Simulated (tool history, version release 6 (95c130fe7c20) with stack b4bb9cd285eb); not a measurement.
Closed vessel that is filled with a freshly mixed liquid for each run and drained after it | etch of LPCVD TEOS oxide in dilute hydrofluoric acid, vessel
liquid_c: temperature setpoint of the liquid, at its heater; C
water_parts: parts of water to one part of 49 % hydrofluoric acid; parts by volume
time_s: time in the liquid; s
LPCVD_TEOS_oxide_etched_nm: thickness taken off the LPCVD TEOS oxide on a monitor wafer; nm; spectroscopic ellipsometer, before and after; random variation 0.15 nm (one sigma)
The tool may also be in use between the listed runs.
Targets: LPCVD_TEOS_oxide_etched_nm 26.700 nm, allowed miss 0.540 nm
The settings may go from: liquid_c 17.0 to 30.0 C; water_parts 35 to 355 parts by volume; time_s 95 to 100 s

run 1 hour=0.0 | liquid_c=22.0 water_parts=195 time_s=95 | LPCVD_TEOS_oxide_etched_nm=10.064
run 2 hour=3.9 | liquid_c=23.5 water_parts=175 time_s=95 | LPCVD_TEOS_oxide_etched_nm=12.184
run 3 hour=5.4 | liquid_c=26.5 water_parts=175 time_s=95 | LPCVD_TEOS_oxide_etched_nm=13.525
run 4 hour=11.0 | liquid_c=26.5 water_parts=175 time_s=100 | LPCVD_TEOS_oxide_etched_nm=14.492
run 5 hour=12.6 | liquid_c=24.5 water_parts=175 time_s=100 | LPCVD_TEOS_oxide_etched_nm=13.379
run 6 hour=19.4 | liquid_c=27.5 water_parts=175 time_s=100 | LPCVD_TEOS_oxide_etched_nm=14.823
run 7 hour=27.0 | liquid_c=28.0 water_parts=160 time_s=100 | LPCVD_TEOS_oxide_etched_nm=16.773
run 8 hour=33.8 | liquid_c=28.5 water_parts=150 time_s=100 | LPCVD_TEOS_oxide_etched_nm=18.450

5 next moves are on the table. One of them brings every result within its allowed miss. Which?
run A hour=40.6 | liquid_c=30.0 water_parts=115 time_s=100 | LPCVD_TEOS_oxide_etched_nm=?
run B hour=40.6 | liquid_c=29.5 water_parts=165 time_s=95 | LPCVD_TEOS_oxide_etched_nm=?
run C hour=40.6 | liquid_c=29.0 water_parts=130 time_s=95 | LPCVD_TEOS_oxide_etched_nm=?
run D hour=40.6 | liquid_c=30.0 water_parts=235 time_s=100 | LPCVD_TEOS_oxide_etched_nm=?
run E hour=40.6 | liquid_c=28.0 water_parts=175 time_s=100 | LPCVD_TEOS_oxide_etched_nm=?

move=A LPCVD_TEOS_oxide_etched_nm=26.763
move=B LPCVD_TEOS_oxide_etched_nm=16.288
move=C LPCVD_TEOS_oxide_etched_nm=21.241
move=D LPCVD_TEOS_oxide_etched_nm=11.245
move=E LPCVD_TEOS_oxide_etched_nm=15.130
A: meets every target
B: further off than the last run
C: nearer than the last run, and not there yet
D: further off than the last run
E: further off than the last run
Answer: A
